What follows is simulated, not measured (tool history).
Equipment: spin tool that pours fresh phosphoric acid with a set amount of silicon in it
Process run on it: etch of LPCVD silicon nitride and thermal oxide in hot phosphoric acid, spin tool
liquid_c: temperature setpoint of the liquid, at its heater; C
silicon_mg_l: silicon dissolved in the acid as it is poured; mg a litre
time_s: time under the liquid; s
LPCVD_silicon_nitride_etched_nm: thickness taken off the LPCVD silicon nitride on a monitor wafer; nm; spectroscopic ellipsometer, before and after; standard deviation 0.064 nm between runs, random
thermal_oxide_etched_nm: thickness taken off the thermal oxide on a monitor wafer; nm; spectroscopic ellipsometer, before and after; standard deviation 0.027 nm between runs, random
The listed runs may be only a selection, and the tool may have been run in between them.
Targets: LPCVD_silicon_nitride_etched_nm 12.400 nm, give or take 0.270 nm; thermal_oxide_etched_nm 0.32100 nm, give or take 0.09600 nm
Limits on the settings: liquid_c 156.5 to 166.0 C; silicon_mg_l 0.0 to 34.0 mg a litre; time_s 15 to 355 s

run,day,liquid_c,silicon_mg_l,time_s,LPCVD_silicon_nitride_etched_nm,thermal_oxide_etched_nm
1,0.000,161.0,15.0,180,14.781,0.38639
2,0.133,162.0,15.0,180,15.185,0.48043
3,0.408,162.0,15.0,260,21.924,0.55770
4,0.717,161.0,14.0,235,19.179,0.53277
5,1.050,161.0,14.0,280,22.783,0.68809
6,1.288,161.0,21.0,280,22.682,0.55868
7,1.450,160.0,20.5,255,20.034,0.46713
8,1.750,159.5,19.0,230,17.944,0.35151

Next run, 5 choices. One meets every target within its allowed miss, the rest don't. Which?
A,2.050,156.5,30.0,340,?,?
B,2.050,156.5,24.0,300,?,?
C,2.050,164.0,13.0,150,?,?
D,2.050,157.0,25.5,290,?,?
E,2.050,158.5,15.5,165,?,?

move,LPCVD_silicon_nitride_etched_nm,thermal_oxide_etched_nm
A,23.833,0.34021
B,21.030,0.37223
C,13.523,0.43930
D,20.678,0.35554
E,12.380,0.30305
A: the biggest miss grows against the last run
B: the biggest miss grows against the last run
C: nearer than the last run, and not there yet
D: the biggest miss grows against the last run
E: all results in spec
E is the move that brings every result within its allowed miss.

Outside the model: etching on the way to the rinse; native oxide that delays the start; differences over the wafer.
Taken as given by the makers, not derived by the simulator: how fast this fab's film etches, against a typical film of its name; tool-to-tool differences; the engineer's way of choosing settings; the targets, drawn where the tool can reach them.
